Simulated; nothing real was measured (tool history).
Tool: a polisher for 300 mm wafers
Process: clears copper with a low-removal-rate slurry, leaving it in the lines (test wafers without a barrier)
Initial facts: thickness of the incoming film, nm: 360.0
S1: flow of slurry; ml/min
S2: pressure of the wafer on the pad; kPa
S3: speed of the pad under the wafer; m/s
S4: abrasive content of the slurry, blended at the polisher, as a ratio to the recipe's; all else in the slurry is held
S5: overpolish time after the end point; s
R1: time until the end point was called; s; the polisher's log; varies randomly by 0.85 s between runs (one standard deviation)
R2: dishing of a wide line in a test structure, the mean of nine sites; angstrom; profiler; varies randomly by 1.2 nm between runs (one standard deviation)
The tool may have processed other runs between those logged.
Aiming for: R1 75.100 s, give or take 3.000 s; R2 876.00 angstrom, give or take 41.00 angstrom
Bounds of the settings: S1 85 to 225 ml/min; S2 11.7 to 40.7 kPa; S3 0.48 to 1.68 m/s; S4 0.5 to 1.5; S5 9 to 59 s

run	hour	S1	S2	S3	S4	S5	R1	R2
1	0.0	145	26.2	1.08	1.0	30	89.853	770.28
2	8.5	150	26.9	1.08	1.0	30	87.842	786.81
3	9.6	150	27.6	1.08	1.0	30	85.189	779.47
4	12.8	150	27.6	1.08	1.0	43	86.021	1033.90
5	15.3	150	24.1	1.08	1.0	43	94.557	953.94
6	19.6	150	28.3	1.08	1.0	43	82.963	1093.10
7	26.2	155	28.3	1.08	1.0	41	83.532	1044.60
8	31.1	155	29.0	1.08	1.0	39	82.532	1022.30

Which of these 4 next moves meets every target?
A	36.0	140	33.1	1.08	1.0	29	?	?
B	36.0	130	29.6	1.22	0.9	26	?	?
C	36.0	120	34.5	1.08	1.3	23	?	?
D	36.0	145	29.0	0.94	1.0	41	?	?

move	R1	R2
A	75.271	862.26
B	76.402	778.22
C	69.900	765.03
D	94.802	929.82
A: meets every target
B: pushes the last run's worst result past its target
C: pushes the last run's worst result past its target
D: misses by more than the last run did
The right move is A.
